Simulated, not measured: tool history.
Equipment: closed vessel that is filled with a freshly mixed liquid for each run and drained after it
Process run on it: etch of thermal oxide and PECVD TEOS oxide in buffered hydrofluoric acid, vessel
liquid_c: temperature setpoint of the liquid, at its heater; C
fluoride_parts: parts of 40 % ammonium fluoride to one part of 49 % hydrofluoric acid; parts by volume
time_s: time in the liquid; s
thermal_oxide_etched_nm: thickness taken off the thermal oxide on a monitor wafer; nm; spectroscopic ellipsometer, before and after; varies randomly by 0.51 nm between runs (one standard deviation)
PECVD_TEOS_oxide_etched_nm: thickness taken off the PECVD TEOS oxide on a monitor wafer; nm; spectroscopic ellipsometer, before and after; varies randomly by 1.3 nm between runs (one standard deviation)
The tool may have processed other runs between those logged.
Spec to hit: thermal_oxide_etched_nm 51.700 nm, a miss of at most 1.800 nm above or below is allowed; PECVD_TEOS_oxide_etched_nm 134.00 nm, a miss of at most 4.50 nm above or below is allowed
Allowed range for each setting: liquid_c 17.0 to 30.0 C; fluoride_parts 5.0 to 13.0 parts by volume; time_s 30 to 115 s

run,hour,liquid_c,fluoride_parts,time_s,thermal_oxide_etched_nm,PECVD_TEOS_oxide_etched_nm
1,0.0,22.0,8.0,60,90.388,232.73
2,5.8,25.0,8.0,60,104.490,271.85
3,10.8,25.0,8.0,75,132.290,340.34
4,13.3,25.0,6.5,75,161.040,414.29
5,21.3,23.0,8.0,75,119.610,306.15
6,29.4,20.0,8.0,75,100.060,258.10
7,33.1,19.0,9.0,75,82.362,216.76
8,36.1,18.5,9.5,75,75.609,199.39
9,41.3,18.0,10.0,75,70.869,182.70
10,44.5,17.5,10.5,75,68.118,173.08
11,52.1,17.5,11.0,75,65.677,168.17
12,57.5,17.5,11.5,75,61.702,159.75
13,61.3,17.5,12.0,75,59.696,154.83
14,65.7,17.5,12.5,75,57.406,148.44
# hour 71.7: hydrofluoric acid flow meter replaced
15,71.7,17.0,13.0,75,49.059,128.91

Below are 4 possible settings for the next run. Only one of them brings all results inside the allowed miss of their targets. Which is it?
A,77.7,19.0,13.0,65,?,?
B,77.7,17.0,11.5,70,?,?
C,77.7,17.0,10.0,55,?,?
D,77.7,17.0,11.5,65,?,?

move,thermal_oxide_etched_nm,PECVD_TEOS_oxide_etched_nm
A,48.224,125.32
B,52.272,135.83
C,47.070,122.32
D,48.538,126.13
A: moves away from the targets compared with the last run
B: every result within its allowed miss
C: moves away from the targets compared with the last run
D: moves away from the targets compared with the last run
B is the move that brings every result within its allowed miss.
